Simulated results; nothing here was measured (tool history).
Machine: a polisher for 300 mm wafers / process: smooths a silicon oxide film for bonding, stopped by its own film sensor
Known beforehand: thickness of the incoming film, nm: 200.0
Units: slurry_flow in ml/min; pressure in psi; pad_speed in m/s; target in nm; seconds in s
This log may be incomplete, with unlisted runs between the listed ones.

Run 1, hour 0.0: slurry_flow 215 ml/min, pressure 2.2 psi, pad_speed 1.14 m/s, slurry_solids 1.0, target 175 nm. Result: seconds 23.757 s.
Run 2, hour 6.1: slurry_flow 215 ml/min, pressure 2.3 psi, pad_speed 1.14 m/s, slurry_solids 1.0, target 175 nm. Result: seconds 23.144 s.
Run 3, hour 11.9: slurry_flow 215 ml/min, pressure 2.3 psi, pad_speed 1.00 m/s, slurry_solids 1.0, target 175 nm. Result: seconds 25.613 s.
Run 4, hour 18.2: slurry_flow 215 ml/min, pressure 2.4 psi, pad_speed 1.00 m/s, slurry_solids 1.0, target 175 nm. Result: seconds 24.662 s.
Run 5, hour 20.7: slurry_flow 215 ml/min, pressure 2.5 psi, pad_speed 1.00 m/s, slurry_solids 1.0, target 175 nm. Result: seconds 23.453 s.
At hour 24.5: head pressure recalibrated.
Run 6, hour 24.5: slurry_flow 165 ml/min, pressure 2.5 psi, pad_speed 1.00 m/s, slurry_solids 1.0, target 175 nm. Result: seconds 26.847 s.
Run 7, hour 31.6: slurry_flow 180 ml/min, pressure 2.5 psi, pad_speed 1.00 m/s, slurry_solids 1.0, target 175 nm. Result: seconds 26.570 s.
Run 8, hour 39.8: slurry_flow 195 ml/min, pressure 2.5 psi, pad_speed 1.00 m/s, slurry_solids 1.0, target 175 nm. Result: seconds 25.372 s.

Predict the results of run 9:
Run 9, hour 48.6: slurry_flow 210 ml/min, pressure 2.6 psi, pad_speed 1.00 m/s, slurry_solids 1.0, target 175 nm. Result: seconds ?.

seconds: 24.072 s

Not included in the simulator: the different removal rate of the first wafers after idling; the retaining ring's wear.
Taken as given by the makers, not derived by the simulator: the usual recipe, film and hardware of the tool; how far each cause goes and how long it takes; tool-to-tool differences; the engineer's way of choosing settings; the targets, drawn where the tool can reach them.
